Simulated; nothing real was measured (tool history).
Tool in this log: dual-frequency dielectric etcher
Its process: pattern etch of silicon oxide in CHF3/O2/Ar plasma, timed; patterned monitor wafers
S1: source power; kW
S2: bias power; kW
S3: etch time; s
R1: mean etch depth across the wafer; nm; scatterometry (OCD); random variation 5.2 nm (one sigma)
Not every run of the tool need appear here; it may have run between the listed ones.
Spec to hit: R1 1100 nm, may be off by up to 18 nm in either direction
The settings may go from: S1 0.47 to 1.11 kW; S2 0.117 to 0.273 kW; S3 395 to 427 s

run 1 hour=0 | S1=0.79 S2=0.195 S3=427 | R1=934.81
run 2 hour=2.4 | S1=0.83 S2=0.197 S3=427 | R1=973.85
run 3 hour=5 | S1=0.83 S2=0.231 S3=427 | R1=1031.9
run 4 hour=7.5 | S1=0.84 S2=0.231 S3=427 | R1=1039.5
run 5 hour=15.2 | S1=0.85 S2=0.231 S3=427 | R1=1046.9
run 6 hour=18.5 | S1=0.86 S2=0.231 S3=427 | R1=1042.6
run 7 hour=24.2 | S1=0.87 S2=0.231 S3=427 | R1=1058.7
run 8 hour=27.8 | S1=0.95 S2=0.234 S3=427 | R1=1110

Of the 4 settings listed for the next run, only one would bring every result within its allowed miss of target. Which one?
run A hour=31.4 | S1=0.96 S2=0.235 S3=416.5 | R1=?
run B hour=31.4 | S1=0.89 S2=0.257 S3=403.5 | R1=?
run C hour=31.4 | S1=1.06 S2=0.244 S3=402.5 | R1=?
run D hour=31.4 | S1=0.97 S2=0.27 S3=406 | R1=?

move=A R1=1090.9
move=B R1=1052.2
move=C R1=1127.8
move=D R1=1131.7
A: each result inside its tolerance
B: takes the result that was furthest off past its target
C: lands further from the targets than the last run did
D: lands further from the targets than the last run did
Correct choice: A, which meets every target

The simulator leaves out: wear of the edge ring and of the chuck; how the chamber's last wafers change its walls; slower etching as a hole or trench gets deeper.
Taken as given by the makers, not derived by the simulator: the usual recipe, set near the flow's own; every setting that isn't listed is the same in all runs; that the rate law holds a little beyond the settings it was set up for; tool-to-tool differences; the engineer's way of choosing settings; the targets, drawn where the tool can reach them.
